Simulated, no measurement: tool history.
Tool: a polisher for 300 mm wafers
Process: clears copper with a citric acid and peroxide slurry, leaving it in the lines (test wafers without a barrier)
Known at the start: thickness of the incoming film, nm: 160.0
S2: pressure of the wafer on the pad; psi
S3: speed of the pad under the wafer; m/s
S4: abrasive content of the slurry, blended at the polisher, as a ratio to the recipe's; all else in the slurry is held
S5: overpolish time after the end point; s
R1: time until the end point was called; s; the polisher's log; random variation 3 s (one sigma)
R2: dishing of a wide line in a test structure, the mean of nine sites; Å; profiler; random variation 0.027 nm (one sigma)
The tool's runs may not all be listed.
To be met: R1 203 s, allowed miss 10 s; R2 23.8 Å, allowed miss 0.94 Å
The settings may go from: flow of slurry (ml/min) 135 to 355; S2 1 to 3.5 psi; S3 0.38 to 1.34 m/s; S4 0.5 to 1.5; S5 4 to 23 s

{"run": 1, "hour": 0.0, "flow of slurry (ml/min)": 225, "S2": 2.2, "S3": 0.86, "S4": 1, "S5": 12, "R1": 99.193, "R2": 133.31}
{"run": 2, "hour": 4.5, "flow of slurry (ml/min)": 220, "S2": 2.1, "S3": 0.82, "S4": 0.95, "S5": 11, "R1": 108.84, "R2": 113.18}
{"run": 3, "hour": 13.1, "flow of slurry (ml/min)": 215, "S2": 2, "S3": 0.78, "S4": 0.9, "S5": 10, "R1": 125.43, "R2": 93.68}
{"run": 4, "hour": 19.0, "flow of slurry (ml/min)": 220, "S2": 1.9, "S3": 0.74, "S4": 0.95, "S5": 9, "R1": 135.65, "R2": 79.148}
{"run": 5, "hour": 22.3, "flow of slurry (ml/min)": 235, "S2": 1.8, "S3": 0.7, "S4": 1, "S5": 8, "R1": 147.99, "R2": 66.02}
{"run": 6, "hour": 23.6, "flow of slurry (ml/min)": 235, "S2": 1.8, "S3": 0.52, "S4": 1, "S5": 8, "R1": 182.73, "R2": 51.486}
{"run": 7, "hour": 27.4, "flow of slurry (ml/min)": 250, "S2": 1.7, "S3": 0.5, "S4": 1.05, "S5": 8, "R1": 204.44, "R2": 47.129}
{"run": 8, "hour": 32.9, "flow of slurry (ml/min)": 235, "S2": 1.7, "S3": 0.48, "S4": 1.1, "S5": 8, "R1": 204.27, "R2": 46.516}
{"run": 9, "hour": 38.5, "flow of slurry (ml/min)": 250, "S2": 1.7, "S3": 0.46, "S4": 1.15, "S5": 8, "R1": 205.51, "R2": 45.445}
{"run": 10, "hour": 39.6, "flow of slurry (ml/min)": 260, "S2": 1.7, "S3": 0.46, "S4": 1.2, "S5": 8, "R1": 205.38, "R2": 46.685}
{"run": 11, "hour": 45.3, "flow of slurry (ml/min)": 260, "S2": 1.7, "S3": 0.46, "S4": 1.2, "S5": 8, "R1": 207.06, "R2": 47.526}
{"run": 12, "hour": 47.6, "flow of slurry (ml/min)": 265, "S2": 1.1, "S3": 0.5, "S4": 1.15, "S5": 4, "R1": 272.32, "R2": 17.707}
{"run": 13, "hour": 50.9, "flow of slurry (ml/min)": 270, "S2": 1.1, "S3": 0.52, "S4": 1.15, "S5": 4, "R1": 272.78, "R2": 18.418}
{"run": 14, "hour": 57.4, "flow of slurry (ml/min)": 275, "S2": 1.1, "S3": 0.56, "S4": 1.1, "S5": 4, "R1": 257.48, "R2": 18.728}
{"run": 15, "hour": 60.7, "flow of slurry (ml/min)": 280, "S2": 1.1, "S3": 0.58, "S4": 1.1, "S5": 4, "R1": 247.12, "R2": 19.48}
{"run": 16, "hour": 64.8, "flow of slurry (ml/min)": 285, "S2": 1.1, "S3": 0.58, "S4": 1.1, "S5": 4, "R1": 240.47, "R2": 19.424}
{"run": 17, "hour": 73.7, "flow of slurry (ml/min)": 290, "S2": 1.1, "S3": 0.58, "S4": 1.1, "S5": 4, "R1": 244.47, "R2": 19.78}
{"run": 18, "hour": 80.6, "flow of slurry (ml/min)": 290, "S2": 1.1, "S3": 0.6, "S4": 1.1, "S5": 4, "R1": 239.1, "R2": 19.984}
{"run": 19, "hour": 84.1, "flow of slurry (ml/min)": 295, "S2": 1.1, "S3": 0.6, "S4": 1.1, "S5": 4, "R1": 240.53, "R2": 20.479}
{"run": 20, "hour": 85.4, "flow of slurry (ml/min)": 285, "S2": 1.1, "S3": 0.62, "S4": 1.1, "S5": 4, "R1": 232.14, "R2": 20.486}
{"run": 21, "hour": 87.4, "flow of slurry (ml/min)": 295, "S2": 1.2, "S3": 0.64, "S4": 1.05, "S5": 4, "R1": 216.23, "R2": 22.842}

4 next moves are on the table. One of them brings every result within its allowed miss. Which?
{"run": "A", "hour": 89.4, "flow of slurry (ml/min)": 305, "S2": 1.1, "S3": 0.62, "S4": 1.25, "S5": 4, "R1": "?", "R2": "?"}
{"run": "B", "hour": 89.4, "flow of slurry (ml/min)": 285, "S2": 1.5, "S3": 0.5, "S4": 0.85, "S5": 4, "R1": "?", "R2": "?"}
{"run": "C", "hour": 89.4, "flow of slurry (ml/min)": 300, "S2": 1.1, "S3": 0.74, "S4": 1.05, "S5": 4, "R1": "?", "R2": "?"}
{"run": "D", "hour": 89.4, "flow of slurry (ml/min)": 345, "S2": 1.2, "S3": 0.64, "S4": 0.9, "S5": 4, "R1": "?", "R2": "?"}

move=A R1=220.2 R2=21.703
move=B R1=229.39 R2=20.869
move=C R1=199.03 R2=23.965
move=D R1=217.04 R2=22.019
A: further off than the last run
B: further off than the last run
C: meets every target
D: further off than the last run
Move C is the one to make.
